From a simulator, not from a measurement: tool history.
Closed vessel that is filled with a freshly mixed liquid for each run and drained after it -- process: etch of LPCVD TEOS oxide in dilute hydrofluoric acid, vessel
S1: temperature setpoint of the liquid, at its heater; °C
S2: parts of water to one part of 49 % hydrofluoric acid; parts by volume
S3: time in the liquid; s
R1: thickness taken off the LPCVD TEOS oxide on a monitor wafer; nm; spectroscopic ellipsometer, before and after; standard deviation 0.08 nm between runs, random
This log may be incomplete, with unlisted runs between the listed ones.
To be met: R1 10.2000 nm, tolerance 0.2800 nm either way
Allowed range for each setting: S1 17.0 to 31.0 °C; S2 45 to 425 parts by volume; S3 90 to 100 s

Run 1, hour 0.0: S1 23.0 °C, S2 235 parts by volume, S3 90 s. Result: R1 15.9200 nm.
Run 2, hour 7.5: S1 22.5 °C, S2 240 parts by volume, S3 90 s. Result: R1 15.2450 nm.
Run 3, hour 15.7: S1 22.0 °C, S2 245 parts by volume, S3 90 s. Result: R1 14.6580 nm.
Run 4, hour 17.4: S1 21.5 °C, S2 250 parts by volume, S3 90 s. Result: R1 13.8470 nm.
Run 5, hour 24.0: S1 23.0 °C, S2 250 parts by volume, S3 90 s. Result: R1 14.6670 nm.
Run 6, hour 30.9: S1 22.5 °C, S2 255 parts by volume, S3 90 s. Result: R1 14.0310 nm.
Run 7, hour 36.9: S1 22.0 °C, S2 260 parts by volume, S3 90 s. Result: R1 13.4910 nm.
Run 8, hour 44.8: S1 21.5 °C, S2 265 parts by volume, S3 90 s. Result: R1 12.9350 nm.
Run 9, hour 48.4: S1 21.0 °C, S2 265 parts by volume, S3 90 s. Result: R1 12.6410 nm.
Run 10, hour 54.2: S1 20.5 °C, S2 265 parts by volume, S3 90 s. Result: R1 12.4450 nm.

Consider the 4 candidate settings below. Which is the only one whose results all fall within their allowed miss of target?
Run A, hour 60.0: S1 21.5 °C, S2 335 parts by volume, S3 90 s. Result: R1 ?.
Run B, hour 60.0: S1 18.0 °C, S2 225 parts by volume, S3 95 s. Result: R1 ?.
Run C, hour 60.0: S1 22.0 °C, S2 340 parts by volume, S3 90 s. Result: R1 ?.
Run D, hour 60.0: S1 23.0 °C, S2 330 parts by volume, S3 90 s. Result: R1 ?.

move       R1
   A   9.6518
   B  14.7180
   C   9.6343
   D  10.3710
A: the result that was furthest off in the last run now lies on the other side of its target
B: misses by more than the last run did
C: the result that was furthest off in the last run now lies on the other side of its target
D: in spec on every target
The right move is D.

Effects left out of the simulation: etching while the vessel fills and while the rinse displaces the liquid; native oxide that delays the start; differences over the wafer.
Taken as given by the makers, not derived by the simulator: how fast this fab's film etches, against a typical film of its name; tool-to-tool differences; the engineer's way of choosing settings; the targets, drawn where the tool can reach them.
